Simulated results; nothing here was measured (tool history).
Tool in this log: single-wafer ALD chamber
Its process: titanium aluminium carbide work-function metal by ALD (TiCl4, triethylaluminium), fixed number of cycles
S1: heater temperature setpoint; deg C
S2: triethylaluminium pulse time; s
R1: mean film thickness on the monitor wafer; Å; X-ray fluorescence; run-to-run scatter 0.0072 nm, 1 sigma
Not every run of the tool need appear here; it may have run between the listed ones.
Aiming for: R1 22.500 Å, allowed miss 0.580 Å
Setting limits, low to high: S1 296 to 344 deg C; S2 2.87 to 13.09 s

run	hour	S1	S2	R1
1	0.0	320	7.98	20.173
2	5.2	312	7.98	19.580
3	12.5	316	8.65	20.178
4	18.6	319	9.16	20.529
5	23.0	319	11.34	21.161
6	29.5	321	11.68	21.185
7	32.5	324	12.00	21.505
8	39.7	327	12.25	21.842
9	42.0	328	12.44	21.936

Of the 5 settings listed for the next run, only one would bring every result within its allowed miss of target. Which one?
A	44.3	324	10.86	?
B	44.3	333	13.09	?
C	44.3	313	10.91	?
D	44.3	322	11.32	?
E	44.3	323	10.66	?

move	R1
A	21.396
B	22.415
C	20.512
D	21.308
E	21.278
A: the biggest miss grows against the last run
B: in spec on every target
C: the biggest miss grows against the last run
D: the biggest miss grows against the last run
E: the biggest miss grows against the last run
The move that meets every target is B.

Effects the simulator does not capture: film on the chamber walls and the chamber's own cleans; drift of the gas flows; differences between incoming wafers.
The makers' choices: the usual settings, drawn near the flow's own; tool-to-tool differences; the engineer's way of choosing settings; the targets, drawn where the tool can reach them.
